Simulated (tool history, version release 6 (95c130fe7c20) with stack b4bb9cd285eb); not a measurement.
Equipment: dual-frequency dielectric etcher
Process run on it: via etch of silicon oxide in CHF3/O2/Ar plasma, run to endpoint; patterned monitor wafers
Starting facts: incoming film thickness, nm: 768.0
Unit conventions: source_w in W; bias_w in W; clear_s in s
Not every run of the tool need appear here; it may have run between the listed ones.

Run 1, hour 0.0: source_w 900 W, bias_w 228 W. Result: clear_s 298.66 s.
Run 2, hour 1.2: source_w 760 W, bias_w 228 W. Result: clear_s 325.33 s.
Run 3, hour 2.8: source_w 690 W, bias_w 228 W. Result: clear_s 337.45 s.
Run 4, hour 4.8: source_w 690 W, bias_w 191 W. Result: clear_s 366.07 s.
Run 5, hour 12.8: source_w 770 W, bias_w 194 W. Result: clear_s 339.58 s.
Run 6, hour 19.1: source_w 830 W, bias_w 196 W. Result: clear_s 328.54 s.

For run 7, what comes out?
Run 7, hour 22.8: source_w 880 W, bias_w 198 W. Result: clear_s ?.

Logged for run 7: clear_s 316.35 s.
